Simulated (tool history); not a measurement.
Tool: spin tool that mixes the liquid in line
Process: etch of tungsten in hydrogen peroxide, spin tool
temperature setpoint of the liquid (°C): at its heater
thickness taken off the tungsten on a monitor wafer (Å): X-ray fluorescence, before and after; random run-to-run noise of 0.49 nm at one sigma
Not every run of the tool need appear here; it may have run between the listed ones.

| run | day | temperature setpoint of the liquid (°C) | concentration of hydrogen peroxide in the mixed liquid (% by weight) | time under the liquid (s) | thickness taken off the tungsten on a monitor wafer (Å) |
|---|---|---|---|---|---|
| 1 | 0.000 | 44.0 | 24 | 65 | 511.83 |
| 2 | 0.371 | 44.0 | 24 | 70 | 556.90 |
| 3 | 0.721 | 44.5 | 24 | 70 | 572.71 |
| 4 | 1.004 | 45.0 | 24 | 70 | 592.13 |
| 5 | 1.088 | 40.5 | 24 | 70 | 444.18 |
| 6 | 1.312 | 42.0 | 24 | 70 | 492.84 |
| 7 | 1.633 | 43.0 | 24 | 70 | 513.70 |
| 8 | 1.975 | 44.0 | 24 | 70 | 558.58 |

Run 9 is up next; what results do you expect?
| 9 | 2.146 | 44.5 | 24 | 70 | ? |

thickness taken off the tungsten on a monitor wafer (Å): 575.51

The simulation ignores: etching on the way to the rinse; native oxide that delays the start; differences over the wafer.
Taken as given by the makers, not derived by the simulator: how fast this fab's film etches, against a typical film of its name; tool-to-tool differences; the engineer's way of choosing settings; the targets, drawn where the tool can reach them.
